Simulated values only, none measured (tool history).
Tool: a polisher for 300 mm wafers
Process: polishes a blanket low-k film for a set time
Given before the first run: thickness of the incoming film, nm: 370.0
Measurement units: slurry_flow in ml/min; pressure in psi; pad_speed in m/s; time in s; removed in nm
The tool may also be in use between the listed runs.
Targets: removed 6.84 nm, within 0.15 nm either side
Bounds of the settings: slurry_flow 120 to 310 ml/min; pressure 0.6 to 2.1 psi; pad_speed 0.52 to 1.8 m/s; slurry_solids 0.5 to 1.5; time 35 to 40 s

run 1 hour=0 | slurry_flow=200 pressure=1.3 pad_speed=1.16 slurry_solids=1 time=40 | removed=12.029
run 2 hour=7.8 | slurry_flow=200 pressure=1.3 pad_speed=1.16 slurry_solids=0.8 time=40 | removed=10.813
run 3 hour=14.4 | slurry_flow=200 pressure=1.6 pad_speed=1.16 slurry_solids=0.8 time=40 | removed=13.29
run 4 hour=19.1 | slurry_flow=190 pressure=1.4 pad_speed=1.16 slurry_solids=0.8 time=40 | removed=11.461
run 5 hour=23.3 | slurry_flow=190 pressure=1.4 pad_speed=1.16 slurry_solids=0.7 time=40 | removed=10.929
run 6 hour=26.3 | slurry_flow=190 pressure=1.4 pad_speed=1.16 slurry_solids=0.9 time=40 | removed=12.185
run 7 hour=27.8 | slurry_flow=185 pressure=1.2 pad_speed=1.16 slurry_solids=0.9 time=40 | removed=10.444
run 8 hour=34.4 | slurry_flow=175 pressure=1.1 pad_speed=1.16 slurry_solids=0.9 time=40 | removed=9.5738
run 9 hour=36.4 | slurry_flow=165 pressure=1 pad_speed=1.16 slurry_solids=0.9 time=40 | removed=8.6528
run 10 hour=40.5 | slurry_flow=130 pressure=0.7 pad_speed=1.16 slurry_solids=0.9 time=40 | removed=5.8345
run 11 hour=48.1 | slurry_flow=130 pressure=0.7 pad_speed=1.16 slurry_solids=0.9 time=40 | removed=5.8818
run 12 hour=51.6 | slurry_flow=145 pressure=0.7 pad_speed=1.16 slurry_solids=0.9 time=40 | removed=6.0638
run 13 hour=58.6 | slurry_flow=200 pressure=0.7 pad_speed=1.16 slurry_solids=0.9 time=40 | removed=6.3478
run 14 hour=64.9 | slurry_flow=210 pressure=0.7 pad_speed=1.16 slurry_solids=0.9 time=40 | removed=6.4324
run 15 hour=68.3 | slurry_flow=220 pressure=0.7 pad_speed=1.16 slurry_solids=0.9 time=40 | removed=6.5289
run 16 hour=73.6 | slurry_flow=230 pressure=0.7 pad_speed=1.16 slurry_solids=0.9 time=40 | removed=6.5676
run 17 hour=75.1 | slurry_flow=235 pressure=0.7 pad_speed=1.16 slurry_solids=0.9 time=40 | removed=6.546
run 18 hour=76.7 | slurry_flow=240 pressure=0.7 pad_speed=1.16 slurry_solids=0.9 time=40 | removed=6.5153
run 19 hour=78.3 | slurry_flow=245 pressure=0.7 pad_speed=1.16 slurry_solids=0.9 time=40 | removed=6.5957
run 20 hour=82.2 | slurry_flow=270 pressure=0.7 pad_speed=1.16 slurry_solids=0.9 time=40 | removed=6.6463
-- hour=88.5 slurry blender recalibrated
run 21 hour=88.5 | slurry_flow=275 pressure=0.7 pad_speed=1.16 slurry_solids=0.9 time=40 | removed=7.428
run 22 hour=95.2 | slurry_flow=265 pressure=0.7 pad_speed=1.16 slurry_solids=0.9 time=40 | removed=7.4359
run 23 hour=103.9 | slurry_flow=245 pressure=0.6 pad_speed=1.16 slurry_solids=0.9 time=40 | removed=6.5266
run 24 hour=112.4 | slurry_flow=250 pressure=0.6 pad_speed=1.16 slurry_solids=0.9 time=40 | removed=6.4498

Consider the 5 candidate settings below. Which is the only one whose results all fall within their allowed miss of target?
run A hour=120.9 | slurry_flow=230 pressure=0.7 pad_speed=0.94 slurry_solids=0.95 time=37 | removed=?
run B hour=120.9 | slurry_flow=215 pressure=0.7 pad_speed=1.14 slurry_solids=0.55 time=39 | removed=?
run C hour=120.9 | slurry_flow=265 pressure=0.6 pad_speed=1.1 slurry_solids=1.15 time=36 | removed=?
run D hour=120.9 | slurry_flow=225 pressure=0.6 pad_speed=1.14 slurry_solids=0.9 time=38 | removed=?
run E hour=120.9 | slurry_flow=290 pressure=0.6 pad_speed=1.28 slurry_solids=0.95 time=38 | removed=?

move=A removed=5.9056
move=B removed=5.782
move=C removed=6.1763
move=D removed=6.0057
move=E removed=6.9181
A: further off than the last run
B: further off than the last run
C: further off than the last run
D: further off than the last run
E: each result inside its tolerance
The move that meets every target is E.
